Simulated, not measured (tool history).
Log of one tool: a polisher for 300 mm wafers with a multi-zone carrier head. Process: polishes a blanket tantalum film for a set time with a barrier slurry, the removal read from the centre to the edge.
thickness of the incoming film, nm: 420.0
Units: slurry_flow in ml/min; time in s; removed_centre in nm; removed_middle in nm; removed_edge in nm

run  hour  slurry_flow  centre_zone  middle_zone  edge_zone  slurry_solids  time  removed_centre  removed_middle  removed_edge
  1   0.0          155         1.00         1.00       1.00           1.00    36          63.688          66.082        66.224
  2   1.2          155         1.00         1.06       1.00           1.00    36          63.042          68.732        65.140
  3   5.8          155         1.00         1.12       1.00           1.00    36          63.626          72.297        65.339
  4  14.3          155         1.05         1.12       1.00           1.00    36          65.966          71.440        65.899
  5  21.8          170         1.03         1.14       1.02           1.15    36          69.012          76.928        69.744
  6  24.7          185         1.03         1.14       1.02           1.15    36          67.931          79.064        70.584
  7  25.8          195         1.03         1.15       1.03           1.25    36          70.661          80.223        72.059
  8  34.2          205         1.01         1.16       1.03           1.30    37          72.432          82.749        75.648
  9  36.6          215         0.99         1.17       0.99           1.30    39          77.238          89.052        77.577
 10  43.7          220         0.96         1.18       0.98           1.35    40          77.383          96.343        80.412

Forecast run 11:
 11  47.0          220         0.96         1.18       0.99           1.35    40               ?               ?             ?

{"run 11": {"removed_centre": 77.737, "removed_middle": 94.086, "removed_edge": 80.993}}

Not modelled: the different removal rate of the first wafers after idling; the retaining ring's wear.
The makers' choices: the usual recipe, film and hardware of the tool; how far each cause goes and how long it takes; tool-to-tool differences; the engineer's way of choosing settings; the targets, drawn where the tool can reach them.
